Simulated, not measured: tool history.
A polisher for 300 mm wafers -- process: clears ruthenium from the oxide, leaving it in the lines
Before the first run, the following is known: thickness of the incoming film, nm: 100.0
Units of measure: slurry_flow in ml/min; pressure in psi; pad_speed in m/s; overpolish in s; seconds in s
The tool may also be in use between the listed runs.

Run 1, hour 0: slurry_flow 205 ml/min, pressure 2 psi, pad_speed 0.8 m/s, overpolish 18 s. Result: seconds 97.177 s.
Run 2, hour 2: slurry_flow 240 ml/min, pressure 2 psi, pad_speed 0.8 m/s, overpolish 18 s. Result: seconds 95.58 s.
Run 3, hour 3.6: slurry_flow 195 ml/min, pressure 2 psi, pad_speed 0.8 m/s, overpolish 18 s. Result: seconds 94.849 s.
Run 4, hour 9.1: slurry_flow 195 ml/min, pressure 1.9 psi, pad_speed 0.8 m/s, overpolish 18 s. Result: seconds 101.62 s.
Run 5, hour 11.8: slurry_flow 195 ml/min, pressure 1.9 psi, pad_speed 0.72 m/s, overpolish 18 s. Result: seconds 108.68 s.
Run 6, hour 15.9: slurry_flow 195 ml/min, pressure 1.9 psi, pad_speed 0.82 m/s, overpolish 18 s. Result: seconds 98.693 s.
Run 7, hour 17.9: slurry_flow 195 ml/min, pressure 1.8 psi, pad_speed 0.82 m/s, overpolish 18 s. Result: seconds 104.25 s.
Run 8, hour 19.5: slurry_flow 195 ml/min, pressure 1.7 psi, pad_speed 0.82 m/s, overpolish 18 s. Result: seconds 108.33 s.

The next listed run, before its measurement:
At hour 28.3: worn pad replaced by a new one.
Run 9, hour 28.3: slurry_flow 195 ml/min, pressure 1.7 psi, pad_speed 0.82 m/s, overpolish 18 s. Result: seconds ?.

seconds: 103.96 s
